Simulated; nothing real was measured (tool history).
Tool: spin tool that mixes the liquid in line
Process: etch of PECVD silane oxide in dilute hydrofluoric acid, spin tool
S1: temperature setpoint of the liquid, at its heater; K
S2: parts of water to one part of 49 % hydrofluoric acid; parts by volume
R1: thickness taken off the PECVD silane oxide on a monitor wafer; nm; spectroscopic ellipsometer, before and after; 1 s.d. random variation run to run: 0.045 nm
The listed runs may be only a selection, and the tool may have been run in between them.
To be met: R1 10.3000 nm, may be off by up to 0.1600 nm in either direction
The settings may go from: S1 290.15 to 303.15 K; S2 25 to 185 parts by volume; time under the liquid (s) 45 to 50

run 1 hour=0.0 | S1=295.15 S2=105 time_under_the_liquid_(s)=45 | R1=18.5470
run 2 hour=7.9 | S1=295.15 S2=105 time_under_the_liquid_(s)=50 | R1=20.6780
run 3 hour=14.3 | S1=294.15 S2=115 time_under_the_liquid_(s)=50 | R1=17.8430
run 4 hour=16.2 | S1=296.15 S2=115 time_under_the_liquid_(s)=50 | R1=19.2070
run 5 hour=20.1 | S1=296.15 S2=150 time_under_the_liquid_(s)=50 | R1=14.2750
run 6 hour=26.4 | S1=296.15 S2=180 time_under_the_liquid_(s)=50 | R1=11.5510
run 7 hour=28.7 | S1=295.65 S2=180 time_under_the_liquid_(s)=50 | R1=11.1990
run 8 hour=37.7 | S1=295.15 S2=180 time_under_the_liquid_(s)=50 | R1=10.9950
run 9 hour=41.7 | S1=294.65 S2=180 time_under_the_liquid_(s)=50 | R1=10.8120
run 10 hour=46.8 | S1=294.15 S2=180 time_under_the_liquid_(s)=50 | R1=10.6770

4 next moves are on the table. One of them brings every result within its allowed miss. Which?
run A hour=51.9 | S1=290.65 S2=150 time_under_the_liquid_(s)=45 | R1=?
run B hour=51.9 | S1=294.15 S2=175 time_under_the_liquid_(s)=45 | R1=?
run C hour=51.9 | S1=296.15 S2=185 time_under_the_liquid_(s)=45 | R1=?
run D hour=51.9 | S1=292.15 S2=180 time_under_the_liquid_(s)=50 | R1=?

move=A R1=10.2650
move=B R1=9.8619
move=C R1=9.9654
move=D R1=9.8017
A: every result within its allowed miss
B: carries the result that was furthest off beyond its target, to the other side
C: carries the result that was furthest off beyond its target, to the other side
D: carries the result that was furthest off beyond its target, to the other side
A meets every target.
